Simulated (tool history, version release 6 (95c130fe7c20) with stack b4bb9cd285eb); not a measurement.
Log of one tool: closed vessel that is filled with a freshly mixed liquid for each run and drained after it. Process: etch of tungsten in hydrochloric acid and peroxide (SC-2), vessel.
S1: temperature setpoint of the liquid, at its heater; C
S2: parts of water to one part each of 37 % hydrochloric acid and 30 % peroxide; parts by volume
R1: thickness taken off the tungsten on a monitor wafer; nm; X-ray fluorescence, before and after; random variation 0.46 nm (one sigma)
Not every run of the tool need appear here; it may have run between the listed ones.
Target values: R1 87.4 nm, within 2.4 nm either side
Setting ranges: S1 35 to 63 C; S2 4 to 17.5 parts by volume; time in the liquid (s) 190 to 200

run 1 hour=0 | S1=47 S2=9.5 time_in_the_liquid_(s)=190 | R1=31.149
run 2 hour=5.6 | S1=47 S2=9.5 time_in_the_liquid_(s)=200 | R1=33.005
run 3 hour=14.4 | S1=47 S2=7 time_in_the_liquid_(s)=200 | R1=42.529
run 4 hour=18.7 | S1=48.5 S2=7 time_in_the_liquid_(s)=200 | R1=46.734
run 5 hour=27.7 | S1=51 S2=7 time_in_the_liquid_(s)=200 | R1=55.313
run 6 hour=32.2 | S1=52 S2=7 time_in_the_liquid_(s)=200 | R1=58.237
run 7 hour=38 | S1=53 S2=7 time_in_the_liquid_(s)=200 | R1=62.618
run 8 hour=40.3 | S1=54 S2=7 time_in_the_liquid_(s)=200 | R1=67.843
run 9 hour=43.2 | S1=54.5 S2=7 time_in_the_liquid_(s)=200 | R1=69.491
run 10 hour=50.1 | S1=55 S2=7 time_in_the_liquid_(s)=200 | R1=71.915
run 11 hour=54 | S1=55.5 S2=7 time_in_the_liquid_(s)=200 | R1=73.718
run 12 hour=61.5 | S1=56 S2=7 time_in_the_liquid_(s)=200 | R1=76.493
run 13 hour=63.6 | S1=56.5 S2=7 time_in_the_liquid_(s)=200 | R1=79.474
run 14 hour=65.9 | S1=57.5 S2=7 time_in_the_liquid_(s)=200 | R1=83.324

Exercise: of the 5 proposed moves below, exactly one satisfies all targets within the stated allowed misses. Which move is it?
run A hour=68.2 | S1=54 S2=4.5 time_in_the_liquid_(s)=190 | R1=?
run B hour=68.2 | S1=58 S2=7 time_in_the_liquid_(s)=190 | R1=?
run C hour=68.2 | S1=57 S2=6 time_in_the_liquid_(s)=200 | R1=?
run D hour=68.2 | S1=53 S2=5 time_in_the_liquid_(s)=200 | R1=?
run E hour=68.2 | S1=55.5 S2=6.5 time_in_the_liquid_(s)=200 | R1=?

move=A R1=88.077
move=B R1=82.259
move=C R1=91.402
move=D R1=80.652
move=E R1=78.131
A: all results in spec
B: lands further from the targets than the last run did
C: pushes the last run's worst result past its target
D: lands further from the targets than the last run did
E: lands further from the targets than the last run did
The move that meets every target is A.

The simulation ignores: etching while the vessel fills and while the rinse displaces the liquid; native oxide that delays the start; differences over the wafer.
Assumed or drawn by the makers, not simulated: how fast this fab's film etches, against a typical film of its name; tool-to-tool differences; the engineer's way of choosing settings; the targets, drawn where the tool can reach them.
